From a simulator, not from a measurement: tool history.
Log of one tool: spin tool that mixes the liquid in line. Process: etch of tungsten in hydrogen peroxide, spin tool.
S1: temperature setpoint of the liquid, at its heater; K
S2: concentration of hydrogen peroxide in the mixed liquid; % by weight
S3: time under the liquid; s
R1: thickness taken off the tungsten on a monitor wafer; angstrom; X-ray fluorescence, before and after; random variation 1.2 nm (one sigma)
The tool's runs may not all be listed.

Run 1, hour 0: S1 330.15 K, S2 17 % by weight, S3 55 s. Result: R1 983.19 angstrom.
Run 2, hour 8.8: S1 330.15 K, S2 17 % by weight, S3 60 s. Result: R1 1070.6 angstrom.
Run 3, hour 14.7: S1 330.65 K, S2 17 % by weight, S3 60 s. Result: R1 1104.6 angstrom.
Run 4, hour 19.9: S1 330.65 K, S2 19.5 % by weight, S3 60 s. Result: R1 1172.4 angstrom.
Run 5, hour 27.3: S1 330.65 K, S2 16.5 % by weight, S3 60 s. Result: R1 1095.4 angstrom.
Run 6, hour 30.6: S1 331.15 K, S2 16.5 % by weight, S3 60 s. Result: R1 1123.8 angstrom.
Run 7, hour 38.9: S1 331.65 K, S2 16.5 % by weight, S3 60 s. Result: R1 1150 angstrom.
Run 8, hour 46: S1 332.15 K, S2 16.5 % by weight, S3 60 s. Result: R1 1196.4 angstrom.

Run 9, settings as shown, results not yet in. Your forecast:
Run 9, hour 52.6: S1 332.65 K, S2 16.5 % by weight, S3 60 s. Result: R1 ?.

Run 9 came out at R1 1212.1 angstrom.
